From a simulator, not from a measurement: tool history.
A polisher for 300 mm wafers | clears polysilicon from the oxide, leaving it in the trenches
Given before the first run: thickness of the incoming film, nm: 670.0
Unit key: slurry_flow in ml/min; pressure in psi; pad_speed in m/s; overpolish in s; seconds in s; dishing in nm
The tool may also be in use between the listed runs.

run 1 hour=0 | slurry_flow=275 pressure=3.3 pad_speed=1.2 overpolish=11 | seconds=33.475 dishing=45.221
run 2 hour=8 | slurry_flow=275 pressure=3.4 pad_speed=1.2 overpolish=8 | seconds=32.137 dishing=44.961
run 3 hour=12.5 | slurry_flow=230 pressure=3.4 pad_speed=1.2 overpolish=8 | seconds=33.555 dishing=44.189
run 4 hour=13.1 | slurry_flow=255 pressure=3.4 pad_speed=1.2 overpolish=8 | seconds=32.903 dishing=45.149
run 5 hour=19.6 | slurry_flow=255 pressure=3.4 pad_speed=1.2 overpolish=3 | seconds=32.704 dishing=33.838
run 6 hour=21.5 | slurry_flow=265 pressure=3.5 pad_speed=1.2 overpolish=4 | seconds=31.786 dishing=39.094

Run 7 has not been measured yet. What should we expect?
run 7 hour=28.6 | slurry_flow=280 pressure=3.6 pad_speed=1.2 overpolish=4 | seconds=? dishing=?

seconds: 31.168 s
dishing: 38.668 nm

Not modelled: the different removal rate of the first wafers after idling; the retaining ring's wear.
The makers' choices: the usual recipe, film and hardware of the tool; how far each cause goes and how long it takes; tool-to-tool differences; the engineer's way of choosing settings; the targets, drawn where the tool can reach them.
